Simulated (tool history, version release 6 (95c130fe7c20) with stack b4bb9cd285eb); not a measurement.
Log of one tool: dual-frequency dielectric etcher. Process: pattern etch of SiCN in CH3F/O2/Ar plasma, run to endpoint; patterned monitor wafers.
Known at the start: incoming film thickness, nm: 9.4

| run | hour | source power (kW) | bias power (kW) | endpoint time (s) |
|---|---|---|---|---|
| 1 | 0.0 | 0.520 | 0.097 | 20.720 |
| 2 | 7.9 | 0.520 | 0.086 | 21.709 |
| 3 | 13.1 | 0.500 | 0.085 | 21.882 |
| 4 | 20.0 | 0.500 | 0.093 | 21.283 |
| 5 | 26.5 | 0.590 | 0.093 | 19.960 |
| 6 | 30.5 | 0.670 | 0.093 | 18.950 |
| 7 | 38.7 | 0.630 | 0.090 | 19.995 |
| 8 | 40.9 | 0.600 | 0.087 | 20.309 |
| 9 | 49.1 | 0.570 | 0.085 | 21.005 |
| 10 | 50.3 | 0.540 | 0.083 | 21.512 |
| 11 | 58.3 | 0.520 | 0.081 | 22.002 |
| 12 | 66.9 | 0.500 | 0.080 | 22.354 |
| 13 | 71.6 | 0.480 | 0.079 | 22.906 |
| 14 | 77.1 | 0.470 | 0.078 | 23.570 |
| 15 | 84.7 | 0.460 | 0.078 | 23.312 |

Run 16 comes next. What will it give?
| 16 | 88.3 | 0.460 | 0.078 | ? |

{"run 16": {"endpoint time (s)": 23.108}}
